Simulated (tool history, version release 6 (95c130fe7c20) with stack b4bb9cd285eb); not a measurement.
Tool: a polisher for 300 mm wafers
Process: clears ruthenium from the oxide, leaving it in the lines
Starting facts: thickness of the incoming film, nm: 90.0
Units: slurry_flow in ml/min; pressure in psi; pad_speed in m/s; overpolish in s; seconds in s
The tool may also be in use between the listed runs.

run	hour	slurry_flow	pressure	pad_speed	overpolish	seconds
1	0	255	2.3	1.06	44	81.947
2	7.1	255	2.8	1.06	44	66.54
3	11.9	255	2.5	1.06	44	73.655
4	13.3	200	2.5	1.06	44	73.841
5	16	160	2.5	1.06	44	75.686
6	23.6	225	2.5	1.06	44	73.892
7	32.4	225	2.3	1.04	44	83.739
8	33.8	225	1.7	1	44	117.85

What does the tool deliver on the next run?
9	41.4	225	1.6	1	44	?

Run 9 produced seconds 122.31 s.

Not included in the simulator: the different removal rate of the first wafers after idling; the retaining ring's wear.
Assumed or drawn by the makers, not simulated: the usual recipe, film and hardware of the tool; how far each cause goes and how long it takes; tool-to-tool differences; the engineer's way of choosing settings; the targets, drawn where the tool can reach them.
